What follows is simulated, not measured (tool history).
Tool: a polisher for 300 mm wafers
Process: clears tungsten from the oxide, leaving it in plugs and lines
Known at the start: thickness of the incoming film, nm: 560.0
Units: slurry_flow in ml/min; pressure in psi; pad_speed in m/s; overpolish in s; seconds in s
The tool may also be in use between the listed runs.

run,day,slurry_flow,pressure,pad_speed,slurry_solids,overpolish,seconds
1,0,145,4.1,1.4,1,12,81.563
2,0.262,150,4.3,1.4,1,12,75.303
3,0.508,150,3.8,1.4,1,12,86.304
4,0.579,160,4,1.4,1,12,81.014
5,0.675,160,3.5,1.4,1,12,93.004
6,0.746,160,3.5,1.4,1,9,92.712
7,1.067,165,3.8,1.4,1,9,86.631
8,1.358,165,4.1,1.4,1,9,80.502
9,1.638,165,4.3,1.4,1,9,76.425
10,1.675,165,4.5,1.4,1,9,72.581
11,1.771,165,4.6,1.4,1,9,71.298
12,2.046,165,4.7,1.4,1,9,68.463
13,2.321,165,4.8,1.4,1,9,67.783

Run 14 comes next. What will it give?
14,2.671,165,4.9,1.4,1,9,?

Run 14 gave seconds 67.807 s.
